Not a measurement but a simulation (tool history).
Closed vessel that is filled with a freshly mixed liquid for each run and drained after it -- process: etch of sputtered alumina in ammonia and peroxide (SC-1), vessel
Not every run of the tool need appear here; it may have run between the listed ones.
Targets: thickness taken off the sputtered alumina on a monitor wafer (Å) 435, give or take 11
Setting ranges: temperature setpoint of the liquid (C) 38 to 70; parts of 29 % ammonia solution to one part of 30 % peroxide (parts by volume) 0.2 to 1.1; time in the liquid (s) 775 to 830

run    day  temperature setpoint of the liquid (C)  parts of 29 % ammonia solution to one part of 30 % peroxide (parts by volume)  time in the liquid (s)  thickness taken off the sputtered alumina on a monitor wafer (Å)
  1      0                                      54                                                                            0.6                     775                                                            551.73
  2  0.196                                      59                                                                            0.6                     775                                                            726.58
  3  0.558                                    64.5                                                                            0.6                     775                                                            962.66
  4  0.696                                    60.5                                                                            0.6                     775                                                            780.91
     1.079  -- new drum of ammonia solution connected
  5  1.079                                    60.5                                                                            0.6                     775                                                            786.61
  6  1.258                                    57.5                                                                            0.6                     775                                                            671.21
  7    1.6                                    55.5                                                                            0.6                     775                                                            606.64
  8  1.746                                      48                                                                            0.6                     775                                                            409.08
  9  1.792                                    48.5                                                                            0.6                     775                                                            417.16

Which one of the following 4 next-run settings gets every result inside its allowed miss? There is exactly one.
  A  1.838                                    48.5                                                                            0.7                     830                                                                 ?
  B  1.838                                    48.5                                                                           0.55                     810                                                                 ?
  C  1.838                                      48                                                                           0.65                     775                                                                 ?
  D  1.838                                    48.5                                                                            0.5                     775                                                                 ?

move  thickness taken off the sputtered alumina on a monitor wafer (Å)
   A                                                            450.65
   B                                                            429.82
   C                                                            406.36
   D                                                            407.54
A: carries the result that was furthest off beyond its target, to the other side
B: hits every target within its allowed miss
C: misses by more than the last run did
D: misses by more than the last run did
So the answer is move B, the one that meets all the targets.
